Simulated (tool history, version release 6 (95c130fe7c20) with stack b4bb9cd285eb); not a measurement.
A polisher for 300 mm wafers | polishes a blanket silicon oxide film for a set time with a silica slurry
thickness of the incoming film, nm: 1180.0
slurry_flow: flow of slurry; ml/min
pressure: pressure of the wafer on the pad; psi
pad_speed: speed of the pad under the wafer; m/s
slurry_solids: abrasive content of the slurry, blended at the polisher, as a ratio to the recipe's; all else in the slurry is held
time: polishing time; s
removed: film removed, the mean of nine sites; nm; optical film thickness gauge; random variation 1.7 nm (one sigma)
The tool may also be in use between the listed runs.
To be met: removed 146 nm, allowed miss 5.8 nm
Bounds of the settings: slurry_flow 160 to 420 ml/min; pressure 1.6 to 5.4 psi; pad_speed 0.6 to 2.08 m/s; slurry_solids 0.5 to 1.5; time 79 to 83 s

run 1 hour=0 | slurry_flow=270 pressure=3.5 pad_speed=1.34 slurry_solids=1 time=79 | removed=203.28
run 2 hour=2.3 | slurry_flow=225 pressure=3.5 pad_speed=1.34 slurry_solids=1 time=79 | removed=198.36
run 3 hour=5 | slurry_flow=225 pressure=3.3 pad_speed=1.34 slurry_solids=1 time=79 | removed=186.39
run 4 hour=10.9 | slurry_flow=190 pressure=3.3 pad_speed=1.34 slurry_solids=1 time=79 | removed=180.49
run 5 hour=17.9 | slurry_flow=190 pressure=3.7 pad_speed=1.34 slurry_solids=1 time=79 | removed=203.04
run 6 hour=19.9 | slurry_flow=190 pressure=3.4 pad_speed=1.34 slurry_solids=1 time=79 | removed=183.31
run 7 hour=21.3 | slurry_flow=185 pressure=3.3 pad_speed=1.34 slurry_solids=1 time=79 | removed=181.15
run 8 hour=26.9 | slurry_flow=185 pressure=3.2 pad_speed=1.34 slurry_solids=1 time=79 | removed=175.31
run 9 hour=30.8 | slurry_flow=185 pressure=3.2 pad_speed=1.34 slurry_solids=1 time=79 | removed=174.81
run 10 hour=31.9 | slurry_flow=185 pressure=3.2 pad_speed=1.34 slurry_solids=1 time=79 | removed=171.64
-- hour=37.2 worn pad replaced by a new one
run 11 hour=37.2 | slurry_flow=185 pressure=2.6 pad_speed=1.32 slurry_solids=1 time=79 | removed=161.59
run 12 hour=45.8 | slurry_flow=185 pressure=2.5 pad_speed=1.32 slurry_solids=1 time=79 | removed=153.49

4 next moves are on the table. One of them brings every result within its allowed miss. Which?
run A hour=54.4 | slurry_flow=160 pressure=2.9 pad_speed=1.24 slurry_solids=0.8 time=79 | removed=?
run B hour=54.4 | slurry_flow=190 pressure=2.5 pad_speed=1.4 slurry_solids=0.95 time=80 | removed=?
run C hour=54.4 | slurry_flow=165 pressure=2.4 pad_speed=1.48 slurry_solids=0.95 time=82 | removed=?
run D hour=54.4 | slurry_flow=205 pressure=2.5 pad_speed=1.4 slurry_solids=0.95 time=80 | removed=?

move=A removed=147.27
move=B removed=159.82
move=C removed=160.36
move=D removed=161.75
A: meets every target
B: further off than the last run
C: further off than the last run
D: further off than the last run
The right move is A.
